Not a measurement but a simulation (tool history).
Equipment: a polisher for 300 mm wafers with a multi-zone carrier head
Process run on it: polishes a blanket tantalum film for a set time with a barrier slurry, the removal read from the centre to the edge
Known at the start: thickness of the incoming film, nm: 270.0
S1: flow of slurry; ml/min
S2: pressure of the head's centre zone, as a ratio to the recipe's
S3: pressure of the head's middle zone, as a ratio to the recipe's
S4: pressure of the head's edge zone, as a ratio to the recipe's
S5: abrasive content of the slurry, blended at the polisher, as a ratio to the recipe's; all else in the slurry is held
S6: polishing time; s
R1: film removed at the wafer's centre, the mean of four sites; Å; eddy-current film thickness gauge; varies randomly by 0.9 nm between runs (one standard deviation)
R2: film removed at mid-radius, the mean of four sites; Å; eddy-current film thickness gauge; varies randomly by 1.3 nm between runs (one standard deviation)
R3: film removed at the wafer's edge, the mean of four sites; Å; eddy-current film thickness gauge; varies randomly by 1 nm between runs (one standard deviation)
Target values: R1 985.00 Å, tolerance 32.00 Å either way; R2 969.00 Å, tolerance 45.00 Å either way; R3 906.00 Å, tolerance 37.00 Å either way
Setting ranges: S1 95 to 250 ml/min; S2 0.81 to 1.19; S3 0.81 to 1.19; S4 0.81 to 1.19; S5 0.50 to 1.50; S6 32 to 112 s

| run | hour | S1 | S2 | S3 | S4 | S5 | S6 | R1 | R2 | R3 |
|---|---|---|---|---|---|---|---|---|---|---|
| 1 | 0.0 | 160 | 1.00 | 1.00 | 1.00 | 1.00 | 72 | 768.59 | 807.81 | 795.88 |
| 2 | 3.3 | 165 | 1.02 | 1.01 | 1.01 | 1.00 | 72 | 787.98 | 812.29 | 808.20 |
| 3 | 8.4 | 170 | 1.04 | 1.03 | 1.01 | 1.00 | 72 | 809.74 | 805.20 | 809.60 |
| 4 | 10.0 | 135 | 1.04 | 1.03 | 1.01 | 1.00 | 72 | 780.21 | 772.81 | 779.69 |
| 5 | 11.0 | 135 | 1.04 | 1.09 | 1.01 | 1.00 | 72 | 787.14 | 813.15 | 773.56 |
| 6 | 12.7 | 135 | 1.04 | 1.09 | 1.01 | 1.15 | 72 | 813.40 | 831.19 | 807.39 |
| 7 | 13.7 | 145 | 1.05 | 1.10 | 1.01 | 1.15 | 72 | 841.32 | 839.93 | 820.95 |
| 8 | 18.5 | 155 | 1.05 | 1.11 | 1.01 | 1.15 | 72 | 841.28 | 876.31 | 816.38 |

Exercise: of the 4 proposed moves below, exactly one satisfies all targets within the stated allowed misses. Which move is it?
| A | 23.3 | 200 | 0.81 | 1.19 | 1.11 | 1.45 | 75 | ? | ? | ? |
| B | 23.3 | 170 | 1.10 | 1.15 | 1.02 | 1.25 | 76 | ? | ? | ? |
| C | 23.3 | 175 | 0.94 | 1.17 | 1.03 | 1.20 | 63 | ? | ? | ? |
| D | 23.3 | 130 | 0.81 | 0.96 | 1.13 | 1.35 | 76 | ? | ? | ? |

| move | R1 | R2 | R3 |
|---|---|---|---|
| A | 748.83 | 1031.00 | 978.35 |
| B | 969.06 | 959.08 | 902.72 |
| C | 681.65 | 799.83 | 745.73 |
| D | 687.09 | 829.35 | 935.34 |
A: moves away from the targets compared with the last run
B: all results in spec
C: moves away from the targets compared with the last run
D: moves away from the targets compared with the last run
Move B is the one to make.
